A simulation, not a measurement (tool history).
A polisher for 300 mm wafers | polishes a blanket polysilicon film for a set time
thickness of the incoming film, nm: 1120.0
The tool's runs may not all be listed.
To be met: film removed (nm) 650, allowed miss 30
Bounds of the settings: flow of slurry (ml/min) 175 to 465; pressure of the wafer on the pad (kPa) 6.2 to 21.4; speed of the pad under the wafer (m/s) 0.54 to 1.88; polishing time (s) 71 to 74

| run | hour | flow of slurry (ml/min) | pressure of the wafer on the pad (kPa) | speed of the pad under the wafer (m/s) | polishing time (s) | film removed (nm) |
|---|---|---|---|---|---|---|
| 1 | 0 | 295 | 13.8 | 1.2 | 71 | 478.79 |
| 2 | 4.8 | 295 | 15.2 | 1.2 | 71 | 527.26 |
| 3 | 7.4 | 295 | 15.9 | 1.2 | 71 | 531.05 |
| 4 | 8.2 | 295 | 15.9 | 1.2 | 74 | 572.5 |
| 5 | 11.9 | 295 | 16.5 | 1.2 | 74 | 596.04 |
| 6 | 13.8 | 295 | 16.5 | 1.2 | 71 | 575.12 |
| 7 | 14.8 | 295 | 17.2 | 1.2 | 71 | 589.32 |
| 8 | 22.6 | 295 | 17.9 | 1.2 | 71 | 587.47 |

Which of these 5 next moves meets every target?
| A | 30.4 | 315 | 17.9 | 1.3 | 71 | ? |
| B | 30.4 | 295 | 17.2 | 1.18 | 72 | ? |
| C | 30.4 | 300 | 15.9 | 1.18 | 74 | ? |
| D | 30.4 | 265 | 18.6 | 1.12 | 71 | ? |
| E | 30.4 | 280 | 17.2 | 1.16 | 71 | ? |

| move | film removed (nm) |
|---|---|
| A | 657.84 |
| B | 581.58 |
| C | 551.77 |
| D | 582.88 |
| E | 561.82 |
A: meets every target
B: further off than the last run
C: further off than the last run
D: further off than the last run
E: further off than the last run
Move A is the one to make.
